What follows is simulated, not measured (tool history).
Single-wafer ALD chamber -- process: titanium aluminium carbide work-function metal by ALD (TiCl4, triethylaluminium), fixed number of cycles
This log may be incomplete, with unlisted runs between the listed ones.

run	hour	heater temperature setpoint (°C)	triethylaluminium pulse time (s)	mean film thickness on the monitor wafer (nm)
1	0	305	8.82	2.0639
2	2.7	296	8.82	1.9813
3	8.1	291	8.82	1.9321
4	11.6	296	8.82	1.9764
5	19.9	293	8.32	1.9224
6	24.7	291	8.01	1.8942
7	30.5	281	5.76	1.6352
8	36.7	283	5.86	1.6616
9	44.5	284	5.94	1.6751
10	49.7	285	6.01	1.6953

Run 11 is up next; what results do you expect?
11	52.9	291	6.77	?

mean film thickness on the monitor wafer (nm): 1.827

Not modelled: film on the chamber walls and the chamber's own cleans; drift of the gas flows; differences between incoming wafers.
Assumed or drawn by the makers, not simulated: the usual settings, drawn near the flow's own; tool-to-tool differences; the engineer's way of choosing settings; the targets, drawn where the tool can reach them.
